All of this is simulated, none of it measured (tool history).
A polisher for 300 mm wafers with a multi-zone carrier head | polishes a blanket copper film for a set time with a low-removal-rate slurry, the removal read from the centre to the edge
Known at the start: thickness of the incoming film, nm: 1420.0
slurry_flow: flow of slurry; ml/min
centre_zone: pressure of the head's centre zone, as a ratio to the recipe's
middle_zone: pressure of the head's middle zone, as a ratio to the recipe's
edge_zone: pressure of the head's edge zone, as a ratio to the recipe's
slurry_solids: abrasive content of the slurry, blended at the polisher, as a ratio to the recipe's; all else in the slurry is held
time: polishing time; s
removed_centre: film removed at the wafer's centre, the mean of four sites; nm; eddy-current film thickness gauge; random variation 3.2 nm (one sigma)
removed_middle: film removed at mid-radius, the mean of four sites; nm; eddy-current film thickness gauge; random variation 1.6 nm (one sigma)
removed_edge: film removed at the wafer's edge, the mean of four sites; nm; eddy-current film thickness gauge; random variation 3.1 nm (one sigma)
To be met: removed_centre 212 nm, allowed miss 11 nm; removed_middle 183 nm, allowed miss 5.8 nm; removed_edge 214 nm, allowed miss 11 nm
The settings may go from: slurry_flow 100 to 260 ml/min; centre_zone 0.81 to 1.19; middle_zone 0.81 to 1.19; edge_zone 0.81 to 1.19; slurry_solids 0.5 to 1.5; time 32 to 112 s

Run 1, hour 0: slurry_flow 165 ml/min, centre_zone 1, middle_zone 1, edge_zone 1, slurry_solids 1, time 72 s. Result: removed_centre 259.77 nm, removed_middle 264.38 nm, removed_edge 269.95 nm.
Run 2, hour 7: slurry_flow 165 ml/min, centre_zone 1, middle_zone 1, edge_zone 1, slurry_solids 1, time 62 s. Result: removed_centre 225.95 nm, removed_middle 224.25 nm, removed_edge 230.34 nm.
Run 3, hour 10.4: slurry_flow 155 ml/min, centre_zone 1, middle_zone 0.96, edge_zone 0.99, slurry_solids 0.95, time 62 s. Result: removed_centre 223.07 nm, removed_middle 213.19 nm, removed_edge 232.32 nm.
Run 4, hour 15.1: slurry_flow 150 ml/min, centre_zone 1.01, middle_zone 0.94, edge_zone 0.97, slurry_solids 0.9, time 61 s. Result: removed_centre 218.48 nm, removed_middle 205.8 nm, removed_edge 220.27 nm.
Run 5, hour 20.2: slurry_flow 150 ml/min, centre_zone 1.01, middle_zone 0.94, edge_zone 0.97, slurry_solids 1, time 61 s. Result: removed_centre 213.32 nm, removed_middle 206.11 nm, removed_edge 224.23 nm.
Run 6, hour 23.6: slurry_flow 145 ml/min, centre_zone 1.03, middle_zone 0.92, edge_zone 0.97, slurry_solids 0.95, time 61 s. Result: removed_centre 223.51 nm, removed_middle 202.62 nm, removed_edge 219.72 nm.
Run 7, hour 25.1: slurry_flow 140 ml/min, centre_zone 1.03, middle_zone 0.9, edge_zone 0.97, slurry_solids 0.95, time 61 s. Result: removed_centre 215.92 nm, removed_middle 196.75 nm, removed_edge 216.19 nm.
Run 8, hour 32.8: slurry_flow 135 ml/min, centre_zone 1.03, middle_zone 0.88, edge_zone 0.98, slurry_solids 0.95, time 61 s. Result: removed_centre 216.61 nm, removed_middle 190.61 nm, removed_edge 215.8 nm.

5 next moves are on the table. One of them brings every result within its allowed miss. Which?
Run A, hour 40.5: slurry_flow 140 ml/min, centre_zone 1.05, middle_zone 0.81, edge_zone 1.07, slurry_solids 0.9, time 67 s. Result: removed_centre ?, removed_middle ?, removed_edge ?.
Run B, hour 40.5: slurry_flow 115 ml/min, centre_zone 1.12, middle_zone 0.87, edge_zone 1.03, slurry_solids 1, time 67 s. Result: removed_centre ?, removed_middle ?, removed_edge ?.
Run C, hour 40.5: slurry_flow 125 ml/min, centre_zone 1.04, middle_zone 0.91, edge_zone 0.95, slurry_solids 0.95, time 61 s. Result: removed_centre ?, removed_middle ?, removed_edge ?.
Run D, hour 40.5: slurry_flow 125 ml/min, centre_zone 0.98, middle_zone 0.81, edge_zone 1.09, slurry_solids 0.95, time 64 s. Result: removed_centre ?, removed_middle ?, removed_edge ?.
Run E, hour 40.5: slurry_flow 130 ml/min, centre_zone 1.05, middle_zone 0.87, edge_zone 0.99, slurry_solids 0.85, time 60 s. Result: removed_centre ?, removed_middle ?, removed_edge ?.

move  removed_centre  removed_middle  removed_edge
   A          237.13          195.01        257.63
   B          241.74           200.1        248.33
   C          209.43          191.86        218.87
   D           208.1          182.92        245.87
   E          206.08          180.09        216.95
A: further off than the last run
B: further off than the last run
C: further off than the last run
D: brings the result that was furthest off to its target, and leaves another outside
E: meets every target
Move E is the one to make.
